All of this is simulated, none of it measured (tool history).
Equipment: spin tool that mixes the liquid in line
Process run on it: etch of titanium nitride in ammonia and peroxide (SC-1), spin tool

| run | hour | temperature setpoint of the liquid (°C) | parts of water to one part of 30 % peroxide (parts by volume) | parts of 29 % ammonia solution to one part of 30 % peroxide (parts by volume) | time under the liquid (s) | thickness taken off the titanium nitride on a monitor wafer (Å) |
|---|---|---|---|---|---|---|
| 1 | 0 | 56 | 15 | 0.95 | 30 | 44.744 |
| 2 | 8 | 62 | 15 | 0.95 | 30 | 65.94 |
| 3 | 11.6 | 57 | 15 | 0.95 | 30 | 48.335 |
| 4 | 19.9 | 57 | 15 | 0.95 | 30 | 47.585 |
| 5 | 20.6 | 57 | 15 | 1.2 | 30 | 49.882 |
| 6 | 28.2 | 53 | 15.5 | 1.2 | 30 | 37.235 |
| 7 | 35.2 | 50 | 15.5 | 1.2 | 30 | 30.267 |
| 8 | 44 | 47.5 | 15.5 | 1.2 | 30 | 25.496 |
| 9 | 45.6 | 46 | 15.5 | 1.2 | 30 | 22.851 |

The next listed run, before its measurement:
| 10 | 46.7 | 46 | 15.5 | 1.2 | 30 | ? |

Run 10 produced thickness taken off the titanium nitride on a monitor wafer (Å) 23.005.
